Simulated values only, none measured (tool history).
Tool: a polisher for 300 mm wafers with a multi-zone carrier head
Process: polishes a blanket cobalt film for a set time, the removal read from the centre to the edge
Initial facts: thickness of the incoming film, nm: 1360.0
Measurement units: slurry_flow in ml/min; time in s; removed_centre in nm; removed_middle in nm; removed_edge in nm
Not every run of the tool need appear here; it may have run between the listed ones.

run	hour	slurry_flow	centre_zone	middle_zone	edge_zone	time	removed_centre	removed_middle	removed_edge
1	0	200	1	1	1	87	302.62	302.92	316.85
2	2.9	230	1	1	1	87	314.14	313.24	317.55
3	4.3	235	1.01	1.02	1.01	88	321.91	320.72	323.13
4	8.6	240	1.02	1.04	1.01	89	323.2	334.28	330.17
5	15.7	240	1.02	1.04	1.01	106	397.85	400.02	393.16
6	19.8	240	1.02	1.05	1	106	397.84	404.31	396.86

Run 7 is up next; what results do you expect?
7	26.1	245	1.02	1.06	0.98	106	?	?	?

{"run 7": {"removed_centre": 396.16, "removed_middle": 410.15, "removed_edge": 390.28}}
